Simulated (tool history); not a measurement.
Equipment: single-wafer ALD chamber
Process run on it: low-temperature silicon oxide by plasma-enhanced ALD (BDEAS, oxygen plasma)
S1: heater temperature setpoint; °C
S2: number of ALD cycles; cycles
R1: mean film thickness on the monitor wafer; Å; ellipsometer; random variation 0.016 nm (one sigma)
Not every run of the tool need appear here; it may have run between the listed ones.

run 1 day=0.000 | S1=100 S2=65 | R1=81.289
run 2 day=0.033 | S1=100 S2=69 | R1=86.438
run 3 day=0.171 | S1=102 S2=65 | R1=81.090
run 4 day=0.450 | S1=111 S2=65 | R1=79.485
run 5 day=0.733 | S1=103 S2=65 | R1=80.749
run 6 day=0.838 | S1=103 S2=69 | R1=85.692
run 7 day=1.112 | S1=104 S2=65 | R1=80.452
run 8 day=1.171 | S1=105 S2=62 | R1=76.746

Estimate the outcome of run 9 from the log above:
run 9 day=1.450 | S1=109 S2=54 | R1=?

R1: 66.301 Å
